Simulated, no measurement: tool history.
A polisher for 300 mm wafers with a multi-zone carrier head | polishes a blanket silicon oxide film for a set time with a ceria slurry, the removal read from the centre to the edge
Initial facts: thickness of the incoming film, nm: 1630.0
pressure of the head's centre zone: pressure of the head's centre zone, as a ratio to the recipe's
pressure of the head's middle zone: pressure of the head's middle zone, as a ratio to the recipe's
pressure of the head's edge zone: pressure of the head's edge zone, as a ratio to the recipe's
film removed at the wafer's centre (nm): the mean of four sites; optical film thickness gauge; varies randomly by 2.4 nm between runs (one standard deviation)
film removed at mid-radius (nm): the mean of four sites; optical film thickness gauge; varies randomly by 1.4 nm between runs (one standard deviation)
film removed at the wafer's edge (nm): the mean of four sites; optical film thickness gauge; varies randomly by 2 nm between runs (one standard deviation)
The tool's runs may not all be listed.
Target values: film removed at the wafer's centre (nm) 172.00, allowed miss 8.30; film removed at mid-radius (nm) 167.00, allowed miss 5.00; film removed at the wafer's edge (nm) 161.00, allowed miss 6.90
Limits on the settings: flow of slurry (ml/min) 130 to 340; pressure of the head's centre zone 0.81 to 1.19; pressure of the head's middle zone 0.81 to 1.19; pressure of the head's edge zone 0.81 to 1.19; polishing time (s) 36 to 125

run  hour  flow of slurry (ml/min)  pressure of the head's centre zone  pressure of the head's middle zone  pressure of the head's edge zone  polishing time (s)  film removed at the wafer's centre (nm)  film removed at mid-radius (nm)  film removed at the wafer's edge (nm)
  1   0.0                      220                                1.00                                1.00                              1.00                  80                                   223.19                           223.55                                 229.23
  2   5.5                      220                                1.00                                0.96                              1.00                  80                                   228.23                           220.53                                 225.42
  3   6.6                      220                                1.00                                0.96                              0.92                  80                                   230.39                           220.65                                 223.30
  4  11.3                      220                                1.05                                0.96                              0.92                  80                                   239.57                           221.07                                 216.37
  5  15.9                      215                                1.04                                0.97                              0.91                  73                                   215.65                           198.86                                 196.45
  6  18.1                      205                                1.03                                0.99                              0.89                  69                                   198.92                           192.09                                 183.29
  7  22.9                      195                                1.02                                0.98                              0.88                  67                                   189.40                           183.55                                 175.11
  8  27.5                      180                                1.01                                0.97                              0.87                  66                                   184.39                           175.14                                 172.80
     32.5  -- edge zone pressure recalibrated
  9  32.5                      170                                1.01                                0.98                              0.86                  65                                   185.03                           172.86                                 171.38
 10  35.2                      175                                1.00                                0.98                              0.85                  64                                   176.31                           172.46                                 168.71

Exercise: of the 5 proposed moves below, exactly one satisfies all targets within the stated allowed misses. Which move is it?
  A  37.9                      135                                1.01                                0.82                              0.84                  68                                        ?                                ?                                      ?
  B  37.9                      240                                1.01                                1.01                              0.89                  58                                        ?                                ?                                      ?
  C  37.9                      175                                0.92                                0.98                              0.85                  69                                        ?                                ?                                      ?
  D  37.9                      160                                0.91                                1.01                              0.85                  61                                        ?                                ?                                      ?
  E  37.9                      150                                1.01                                1.05                              0.81                  62                                        ?                                ?                                      ?

move  film removed at the wafer's centre (nm)  film removed at mid-radius (nm)  film removed at the wafer's edge (nm)
   A                                   186.72                           153.06                                 174.61
   B                                   172.40                           166.45                                 160.51
   C                                   182.82                           186.37                                 182.21
   D                                   158.25                           167.12                                 159.69
   E                                   173.30                           174.00                                 157.84
A: misses by more than the last run did
B: meets every target
C: misses by more than the last run did
D: the furthest-off result lands on target, but another misses its tolerance
E: the furthest-off result lands on target, but another misses its tolerance
B is the move that brings every result within its allowed miss.
